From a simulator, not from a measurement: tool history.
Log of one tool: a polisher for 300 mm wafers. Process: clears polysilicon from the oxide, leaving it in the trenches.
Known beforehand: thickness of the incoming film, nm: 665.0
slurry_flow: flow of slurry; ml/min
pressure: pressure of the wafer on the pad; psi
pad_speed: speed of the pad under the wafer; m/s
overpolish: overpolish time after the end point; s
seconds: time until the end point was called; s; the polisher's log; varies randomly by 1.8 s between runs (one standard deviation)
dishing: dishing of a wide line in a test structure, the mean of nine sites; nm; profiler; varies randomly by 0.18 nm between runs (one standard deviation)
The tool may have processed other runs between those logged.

Run 1, day 0.000: slurry_flow 175 ml/min, pressure 1.8 psi, pad_speed 0.82 m/s, overpolish 23 s. Result: seconds 75.516 s, dishing 38.478 nm.
Run 2, day 0.025: slurry_flow 155 ml/min, pressure 1.8 psi, pad_speed 0.82 m/s, overpolish 23 s. Result: seconds 77.102 s, dishing 38.109 nm.
Run 3, day 0.088: slurry_flow 185 ml/min, pressure 1.8 psi, pad_speed 0.82 m/s, overpolish 23 s. Result: seconds 74.346 s, dishing 38.349 nm.
Run 4, day 0.338: slurry_flow 160 ml/min, pressure 1.5 psi, pad_speed 0.74 m/s, overpolish 18 s. Result: seconds 102.210 s, dishing 36.007 nm.
Run 5, day 0.417: slurry_flow 160 ml/min, pressure 1.5 psi, pad_speed 0.56 m/s, overpolish 18 s. Result: seconds 130.530 s, dishing 34.409 nm.
Run 6, day 0.783: slurry_flow 160 ml/min, pressure 1.5 psi, pad_speed 0.72 m/s, overpolish 18 s. Result: seconds 103.250 s, dishing 36.436 nm.
Run 7, day 0.854: slurry_flow 205 ml/min, pressure 1.2 psi, pad_speed 0.50 m/s, overpolish 7 s. Result: seconds 178.200 s, dishing 18.416 nm.
Run 8, day 1.042: slurry_flow 210 ml/min, pressure 1.2 psi, pad_speed 0.50 m/s, overpolish 7 s. Result: seconds 177.740 s, dishing 18.641 nm.

Forecast run 9:
Run 9, day 1.179: slurry_flow 210 ml/min, pressure 1.2 psi, pad_speed 0.50 m/s, overpolish 7 s. Result: seconds ?, dishing ?.

Run 9 measured seconds 174.720 s, dishing 18.658 nm.

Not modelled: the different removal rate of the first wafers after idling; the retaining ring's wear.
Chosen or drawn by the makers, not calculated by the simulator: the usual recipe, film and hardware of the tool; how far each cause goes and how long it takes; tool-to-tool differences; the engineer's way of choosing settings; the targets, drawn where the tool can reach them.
